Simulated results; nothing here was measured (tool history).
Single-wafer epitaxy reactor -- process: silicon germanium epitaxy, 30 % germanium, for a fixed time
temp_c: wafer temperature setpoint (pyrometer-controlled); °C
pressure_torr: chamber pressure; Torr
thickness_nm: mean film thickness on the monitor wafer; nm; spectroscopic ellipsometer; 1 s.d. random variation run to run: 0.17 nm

Run 1, hour 0: temp_c 605 °C, pressure_torr 23 Torr. Result: thickness_nm 70.078 nm.
Run 2, hour 6.4: temp_c 612 °C, pressure_torr 23 Torr. Result: thickness_nm 78.374 nm.
Run 3, hour 12.8: temp_c 619 °C, pressure_torr 23 Torr. Result: thickness_nm 86.692 nm.
Run 4, hour 18.4: temp_c 611 °C, pressure_torr 22.8 Torr. Result: thickness_nm 76.846 nm.
Run 5, hour 22.9: temp_c 605 °C, pressure_torr 22.6 Torr. Result: thickness_nm 69.18 nm.
Run 6, hour 27.4: temp_c 605 °C, pressure_torr 25.4 Torr. Result: thickness_nm 72.68 nm.
Run 7, hour 34.2: temp_c 600 °C, pressure_torr 25.3 Torr. Result: thickness_nm 66.453 nm.

Forecast run 8:
Run 8, hour 40.7: temp_c 596 °C, pressure_torr 25.2 Torr. Result: thickness_nm ?.

{"run 8": {"thickness_nm": 62.477}}
